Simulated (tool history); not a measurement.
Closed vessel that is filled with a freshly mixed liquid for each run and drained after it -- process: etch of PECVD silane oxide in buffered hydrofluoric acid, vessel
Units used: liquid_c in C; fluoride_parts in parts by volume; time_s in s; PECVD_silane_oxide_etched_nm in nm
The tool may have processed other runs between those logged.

| run | day | liquid_c | fluoride_parts | time_s | PECVD_silane_oxide_etched_nm |
|---|---|---|---|---|---|
| 1 | 0.000 | 24.0 | 13.5 | 95 | 187.06 |
| 2 | 0.362 | 24.5 | 13.5 | 95 | 193.01 |
| 3 | 0.425 | 24.5 | 9.5 | 95 | 266.97 |
| 4 | 0.658 | 24.0 | 9.5 | 95 | 264.89 |
| 5 | 0.862 | 26.5 | 9.5 | 95 | 302.82 |
| 6 | 1.117 | 26.5 | 9.5 | 100 | 312.40 |
| 7 | 1.350 | 26.5 | 9.5 | 100 | 320.57 |
| 8 | 1.392 | 22.5 | 10.0 | 100 | 246.89 |
| 9 | 1.600 | 22.0 | 10.0 | 100 | 239.74 |

Forecast run 10:
| 10 | 1.892 | 21.5 | 10.0 | 100 | ? |

{"run 10": {"PECVD_silane_oxide_etched_nm": 235.33}}
